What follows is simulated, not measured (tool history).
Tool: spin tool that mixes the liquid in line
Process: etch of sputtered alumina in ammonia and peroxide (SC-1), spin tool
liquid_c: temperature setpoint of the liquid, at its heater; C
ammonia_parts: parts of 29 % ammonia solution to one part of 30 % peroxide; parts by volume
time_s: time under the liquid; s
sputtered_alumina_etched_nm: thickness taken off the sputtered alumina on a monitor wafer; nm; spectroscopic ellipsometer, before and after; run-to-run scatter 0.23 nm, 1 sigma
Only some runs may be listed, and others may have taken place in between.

| run | hour | liquid_c | ammonia_parts | time_s | sputtered_alumina_etched_nm |
|---|---|---|---|---|---|
| 1 | 0 | 59 | 0.45 | 290 | 26.008 |
| 2 | 7.7 | 62 | 0.45 | 290 | 29.977 |
| 3 | 11.4 | 64.5 | 0.45 | 290 | 34.551 |
| 4 | 19.4 | 67 | 0.45 | 290 | 39.11 |
| 5 | 26.8 | 67 | 0.3 | 290 | 37.605 |
| 6 | 31.1 | 68 | 0.3 | 290 | 39.122 |

Run 7, settings as shown, results not yet in. Your forecast:
| 7 | 37.3 | 68 | 0.3 | 290 | ? |

Run 7 came out at sputtered_alumina_etched_nm 39.714 nm.
